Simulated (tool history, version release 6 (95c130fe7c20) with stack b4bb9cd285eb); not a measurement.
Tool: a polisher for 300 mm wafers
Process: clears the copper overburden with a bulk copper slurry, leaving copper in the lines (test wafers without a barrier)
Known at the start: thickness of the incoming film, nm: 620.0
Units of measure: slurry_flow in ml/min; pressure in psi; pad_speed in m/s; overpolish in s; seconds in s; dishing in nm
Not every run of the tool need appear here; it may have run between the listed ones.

run,day,slurry_flow,pressure,pad_speed,slurry_solids,overpolish,seconds,dishing
1,0,195,2.3,1,1,16,90.141,67.061
2,0.358,190,2.2,1,1,18,92.001,70.42
3,0.621,165,2.2,1,1,18,94.851,70.363
4,0.767,165,2.2,0.8,1,18,117.29,57.403
5,0.908,165,2.2,0.62,1,18,150.81,49.666
6,1.275,165,2.3,0.62,1,19,144.07,53.658
7,1.342,165,2.4,0.62,1,20,140.4,58.953

What will run 8 give?
8,1.55,200,2.7,0.62,1,24,?,?

seconds: 121.02 s
dishing: 72.829 nm
